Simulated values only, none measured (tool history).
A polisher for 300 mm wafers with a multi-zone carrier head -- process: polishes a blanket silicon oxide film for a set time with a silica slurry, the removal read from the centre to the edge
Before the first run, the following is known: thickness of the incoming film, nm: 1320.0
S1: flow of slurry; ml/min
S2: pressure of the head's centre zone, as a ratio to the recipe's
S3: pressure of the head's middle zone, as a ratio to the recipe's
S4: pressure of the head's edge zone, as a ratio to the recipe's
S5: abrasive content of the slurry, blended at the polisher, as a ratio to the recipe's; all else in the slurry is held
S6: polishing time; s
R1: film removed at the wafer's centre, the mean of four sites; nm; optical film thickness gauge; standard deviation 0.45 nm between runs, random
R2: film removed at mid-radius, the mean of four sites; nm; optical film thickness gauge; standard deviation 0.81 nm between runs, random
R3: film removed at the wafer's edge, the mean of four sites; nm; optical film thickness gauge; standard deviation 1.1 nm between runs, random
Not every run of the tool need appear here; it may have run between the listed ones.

| run | hour | S1 | S2 | S3 | S4 | S5 | S6 | R1 | R2 | R3 |
|---|---|---|---|---|---|---|---|---|---|---|
| 1 | 0.0 | 165 | 1.00 | 1.00 | 1.00 | 1.00 | 71 | 164.790 | 165.390 | 167.040 |
| 2 | 2.6 | 165 | 1.00 | 1.00 | 1.07 | 1.00 | 71 | 164.880 | 171.800 | 173.650 |
| 3 | 8.7 | 205 | 1.00 | 1.00 | 1.07 | 1.00 | 71 | 170.840 | 172.510 | 176.460 |
| 4 | 15.5 | 195 | 0.95 | 0.99 | 1.01 | 0.85 | 62 | 131.200 | 140.990 | 141.390 |
| 5 | 17.4 | 195 | 0.95 | 1.06 | 1.01 | 0.85 | 62 | 131.170 | 148.850 | 135.550 |
| 6 | 18.0 | 185 | 0.93 | 1.02 | 0.97 | 0.75 | 55 | 105.750 | 118.030 | 114.330 |
| 7 | 23.9 | 170 | 0.92 | 1.01 | 0.93 | 0.70 | 52 | 94.375 | 105.830 | 102.330 |
| 8 | 29.0 | 160 | 0.91 | 1.00 | 0.90 | 0.65 | 51 | 85.938 | 98.001 | 90.727 |
| 9 | 33.5 | 145 | 0.89 | 0.96 | 0.88 | 0.65 | 51 | 83.577 | 91.658 | 90.453 |
| 10 | 38.2 | 135 | 0.87 | 0.95 | 0.86 | 0.60 | 51 | 76.509 | 86.240 | 85.345 |
| 11 | 38.8 | 130 | 0.86 | 0.94 | 0.85 | 0.60 | 51 | 74.645 | 85.378 | 83.329 |

Run 12, settings as shown, results not yet in. Your forecast:
| 12 | 46.3 | 105 | 0.83 | 0.85 | 0.81 | 0.55 | 51 | ? | ? | ? |

R1: 64.529 nm
R2: 69.010 nm
R3: 76.889 nm
